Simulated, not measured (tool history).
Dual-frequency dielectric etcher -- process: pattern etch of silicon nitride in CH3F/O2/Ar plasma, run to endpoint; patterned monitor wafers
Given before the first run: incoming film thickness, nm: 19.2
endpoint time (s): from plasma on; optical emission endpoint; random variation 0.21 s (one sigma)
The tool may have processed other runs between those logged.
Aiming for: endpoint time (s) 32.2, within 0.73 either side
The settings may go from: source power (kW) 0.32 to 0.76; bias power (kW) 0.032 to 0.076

run	day	source power (kW)	bias power (kW)	endpoint time (s)
1	0	0.54	0.054	27.133
2	0.025	0.45	0.054	29.116
3	0.238	0.45	0.048	30.423
4	0.396	0.43	0.048	30.269
5	0.708	0.41	0.047	31.89
6	1.046	0.45	0.047	29.966
7	1.308	0.43	0.046	31.253
8	1.596	0.42	0.046	30.993

Exercise: of the 5 proposed moves below, exactly one satisfies all targets within the stated allowed misses. Which move is it?
A	1.883	0.45	0.049	?
B	1.883	0.35	0.044	?
C	1.883	0.43	0.037	?
D	1.883	0.47	0.041	?
E	1.883	0.49	0.041	?

move	endpoint time (s)
A	30.042
B	34.124
C	32.437
D	30.636
E	30.111
A: the biggest miss grows against the last run
B: takes the result that was furthest off past its target
C: in spec on every target
D: the biggest miss grows against the last run
E: the biggest miss grows against the last run
Answer: C
